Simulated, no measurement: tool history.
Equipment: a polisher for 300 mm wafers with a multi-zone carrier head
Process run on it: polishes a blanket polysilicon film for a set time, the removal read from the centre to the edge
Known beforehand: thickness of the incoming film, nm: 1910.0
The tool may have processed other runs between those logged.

| run | day | flow of slurry (ml/min) | pressure of the head's centre zone | pressure of the head's middle zone | pressure of the head's edge zone | polishing time (s) | film removed at the wafer's centre (angstrom) | film removed at mid-radius (angstrom) | film removed at the wafer's edge (angstrom) |
|---|---|---|---|---|---|---|---|---|---|
| 1 | 0.000 | 185 | 1.00 | 1.00 | 1.00 | 74 | 5411.7 | 5414.1 | 5866.2 |
| 2 | 0.375 | 185 | 1.04 | 1.00 | 1.00 | 74 | 5524.4 | 5391.9 | 5835.2 |
| 3 | 0.425 | 185 | 1.04 | 1.00 | 1.05 | 74 | 5552.7 | 5442.5 | 5954.2 |
| 4 | 0.621 | 155 | 1.04 | 1.00 | 1.05 | 74 | 5428.0 | 5240.6 | 5771.6 |
| 5 | 0.662 | 175 | 1.09 | 1.01 | 1.02 | 77 | 5988.4 | 5604.2 | 6185.2 |
| 6 | 0.888 | 175 | 1.16 | 1.01 | 1.02 | 77 | 6408.8 | 5632.2 | 6073.8 |
|  | 1.208 | edge zone pressure recalibrated |
| 7 | 1.208 | 195 | 1.17 | 1.02 | 1.00 | 78 | 6744.2 | 5957.8 | 5675.2 |

Run 8 has not been measured yet. What should we expect?
| 8 | 1.442 | 195 | 1.17 | 1.02 | 1.00 | 78 | ? | ? | ? |

film removed at the wafer's centre (angstrom): 6758.1
film removed at mid-radius (angstrom): 5900.5
film removed at the wafer's edge (angstrom): 5818.9
